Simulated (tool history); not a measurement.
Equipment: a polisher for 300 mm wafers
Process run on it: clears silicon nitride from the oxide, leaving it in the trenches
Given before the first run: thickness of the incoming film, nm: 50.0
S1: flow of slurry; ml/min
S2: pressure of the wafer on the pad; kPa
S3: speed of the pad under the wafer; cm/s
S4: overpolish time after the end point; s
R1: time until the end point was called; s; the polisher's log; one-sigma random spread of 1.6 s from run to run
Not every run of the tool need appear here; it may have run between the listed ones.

run,hour,S1,S2,S3,S4,R1
1,0,240,13.1,94,27,87.29
2,1.8,240,11.7,90,27,95.94
3,7.1,235,11,84,27,106.17
4,12.4,235,10.3,78,27,118.83
5,16.8,215,10.3,78,27,117.96
6,18.5,215,9.7,74,27,128.39
7,23.7,215,9,72,27,136.38
8,29.7,215,8.3,70,27,148.4
9,36.9,215,8.3,68,27,153.26

Forecast run 10:
10,41.3,215,6.9,64,27,?

R1: 174.83 s
